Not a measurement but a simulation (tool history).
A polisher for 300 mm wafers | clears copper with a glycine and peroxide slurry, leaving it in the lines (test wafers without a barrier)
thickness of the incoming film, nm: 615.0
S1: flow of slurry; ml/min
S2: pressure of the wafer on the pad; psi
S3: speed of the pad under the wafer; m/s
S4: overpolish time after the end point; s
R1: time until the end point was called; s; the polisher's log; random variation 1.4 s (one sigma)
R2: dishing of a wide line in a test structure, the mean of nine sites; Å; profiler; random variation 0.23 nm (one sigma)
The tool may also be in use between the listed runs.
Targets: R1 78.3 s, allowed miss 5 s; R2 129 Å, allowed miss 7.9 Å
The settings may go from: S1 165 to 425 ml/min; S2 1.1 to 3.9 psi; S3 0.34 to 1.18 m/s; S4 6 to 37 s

Run 1, day 0: S1 275 ml/min, S2 2.5 psi, S3 0.76 m/s, S4 19 s. Result: R1 124.24 s, R2 142.94 Å.
Run 2, day 0.192: S1 275 ml/min, S2 2.5 psi, S3 0.76 m/s, S4 15 s. Result: R1 121.88 s, R2 135.82 Å.
Run 3, day 0.354: S1 245 ml/min, S2 2.5 psi, S3 0.76 m/s, S4 15 s. Result: R1 128.77 s, R2 135.05 Å.
Run 4, day 0.588: S1 245 ml/min, S2 2.5 psi, S3 0.76 m/s, S4 8 s. Result: R1 125.18 s, R2 122.69 Å.
Run 5, day 0.671: S1 245 ml/min, S2 2.5 psi, S3 0.92 m/s, S4 8 s. Result: R1 108.52 s, R2 126.37 Å.
Run 6, day 0.892: S1 245 ml/min, S2 3 psi, S3 0.92 m/s, S4 8 s. Result: R1 92.129 s, R2 126.74 Å.
Run 7, day 1.212: S1 245 ml/min, S2 3.1 psi, S3 0.92 m/s, S4 8 s. Result: R1 91.836 s, R2 129.73 Å.
Run 8, day 1.412: S1 245 ml/min, S2 3.2 psi, S3 0.94 m/s, S4 8 s. Result: R1 89.878 s, R2 124.29 Å.
Run 9, day 1.612: S1 250 ml/min, S2 3.3 psi, S3 0.94 m/s, S4 9 s. Result: R1 85.236 s, R2 128.41 Å.

Which of these 5 next moves meets every target?
Run A, day 1.812: S1 260 ml/min, S2 3.7 psi, S3 1.14 m/s, S4 10 s. Result: R1 ?, R2 ?.
Run B, day 1.812: S1 265 ml/min, S2 3 psi, S3 0.84 m/s, S4 23 s. Result: R1 ?, R2 ?.
Run C, day 1.812: S1 305 ml/min, S2 3.5 psi, S3 1.08 m/s, S4 9 s. Result: R1 ?, R2 ?.
Run D, day 1.812: S1 200 ml/min, S2 3.8 psi, S3 1.14 m/s, S4 10 s. Result: R1 ?, R2 ?.
Run E, day 1.812: S1 180 ml/min, S2 3.9 psi, S3 0.94 m/s, S4 10 s. Result: R1 ?, R2 ?.

move      R1      R2
   A   63.97  127.15
   B  96.811  133.58
   C   68.89  127.37
   D  64.854  126.95
   E    76.4  128.25
A: takes the result that was furthest off past its target
B: further off than the last run
C: takes the result that was furthest off past its target
D: takes the result that was furthest off past its target
E: meets every target
The right move is E.
